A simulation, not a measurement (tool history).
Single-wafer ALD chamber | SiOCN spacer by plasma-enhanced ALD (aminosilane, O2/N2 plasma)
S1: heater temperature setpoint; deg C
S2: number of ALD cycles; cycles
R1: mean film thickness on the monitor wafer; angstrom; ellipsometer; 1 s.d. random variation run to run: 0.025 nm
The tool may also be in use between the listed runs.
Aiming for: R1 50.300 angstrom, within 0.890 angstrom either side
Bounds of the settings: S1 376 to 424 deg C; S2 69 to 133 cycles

{"run": 1, "hour": 0.0, "S1": 400, "S2": 101, "R1": 62.313}
{"run": 2, "hour": 6.4, "S1": 392, "S2": 101, "R1": 62.812}
{"run": 3, "hour": 8.7, "S1": 392, "S2": 94, "R1": 58.542}
{"run": 4, "hour": 16.5, "S1": 387, "S2": 94, "R1": 57.592}
{"run": 5, "hour": 18.6, "S1": 381, "S2": 94, "R1": 57.576}
{"run": 6, "hour": 24.6, "S1": 377, "S2": 94, "R1": 58.087}
{"run": 7, "hour": 32.1, "S1": 377, "S2": 93, "R1": 57.03}
{"run": 8, "hour": 40.0, "S1": 377, "S2": 92, "R1": 57.142}
{"run": 9, "hour": 47.6, "S1": 377, "S2": 92, "R1": 56.785}
{"run": 10, "hour": 53.3, "S1": 377, "S2": 91, "R1": 56.098}
{"run": 11, "hour": 56.1, "S1": 377, "S2": 90, "R1": 55.829}
{"run": 12, "hour": 56.7, "S1": 377, "S2": 89, "R1": 55.562}
{"run": 13, "hour": 57.3, "S1": 377, "S2": 89, "R1": 54.549}
{"run": 14, "hour": 59.4, "S1": 381, "S2": 80, "R1": 49.681}

Of the 5 settings listed for the next run, only one would bring every result within its allowed miss of target. Which one?
{"run": "A", "hour": 61.5, "S1": 388, "S2": 81, "R1": "?"}
{"run": "B", "hour": 61.5, "S1": 376, "S2": 79, "R1": "?"}
{"run": "C", "hour": 61.5, "S1": 380, "S2": 78, "R1": "?"}
{"run": "D", "hour": 61.5, "S1": 387, "S2": 78, "R1": "?"}
{"run": "E", "hour": 61.5, "S1": 381, "S2": 79, "R1": "?"}

move=A R1=49.812
move=B R1=48.582
move=C R1=47.967
move=D R1=47.967
move=E R1=48.582
A: every result within its allowed miss
B: further off than the last run
C: further off than the last run
D: further off than the last run
E: further off than the last run
A is the move that brings every result within its allowed miss.
